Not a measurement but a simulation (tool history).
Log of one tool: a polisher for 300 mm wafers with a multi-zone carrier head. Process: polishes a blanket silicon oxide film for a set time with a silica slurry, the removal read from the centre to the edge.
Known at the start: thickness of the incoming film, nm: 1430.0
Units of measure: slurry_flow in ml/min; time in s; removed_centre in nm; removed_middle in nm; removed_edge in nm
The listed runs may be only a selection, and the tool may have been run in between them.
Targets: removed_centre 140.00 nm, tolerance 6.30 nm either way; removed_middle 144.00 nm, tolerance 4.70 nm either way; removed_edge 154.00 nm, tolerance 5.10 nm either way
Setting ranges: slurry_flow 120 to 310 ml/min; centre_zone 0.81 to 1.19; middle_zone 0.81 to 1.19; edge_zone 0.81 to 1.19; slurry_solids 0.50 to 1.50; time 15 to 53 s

run,hour,slurry_flow,centre_zone,middle_zone,edge_zone,slurry_solids,time,removed_centre,removed_middle,removed_edge
1,0.0,200,1.00,1.00,1.00,1.00,34,109.00,104.78,106.94
2,6.0,200,1.00,1.00,1.03,1.00,34,107.39,105.33,108.78
3,13.5,205,1.00,1.01,1.06,1.10,34,110.30,109.36,114.62
4,20.4,205,1.00,1.01,1.02,1.10,34,114.35,110.42,116.18
5,26.1,215,1.00,1.04,1.03,1.20,34,116.85,116.78,119.37
6,31.6,195,1.00,1.04,1.03,1.20,34,117.60,113.71,117.46
7,38.3,215,1.00,1.04,1.05,1.25,34,120.79,117.13,122.44
8,39.3,235,0.99,1.10,1.15,1.50,36,134.83,141.73,145.87
9,41.0,240,0.99,1.09,1.16,1.50,36,134.98,141.75,144.86
10,43.0,240,0.99,1.08,1.17,1.50,36,134.81,139.94,147.66
11,50.1,245,0.99,1.08,1.17,1.50,36,134.89,140.35,146.99

Pick the move, out of 4, that brings all results within their allowed miss; only one does.
A,57.2,240,0.93,0.85,1.16,1.50,40,?,?,?
B,57.2,215,0.91,1.08,1.19,1.50,38,?,?,?
C,57.2,190,1.06,0.87,1.19,1.50,41,?,?,?
D,57.2,195,1.02,1.10,1.19,1.50,38,?,?,?

move,removed_centre,removed_middle,removed_edge
A,139.47,132.35,163.70
B,127.79,144.95,155.29
C,155.85,132.89,165.51
D,140.09,144.50,153.52
A: carries the result that was furthest off beyond its target, to the other side
B: meets the target for the result that was furthest off, but another lies outside its allowed miss
C: carries the result that was furthest off beyond its target, to the other side
D: meets every target
The move that meets every target is D.
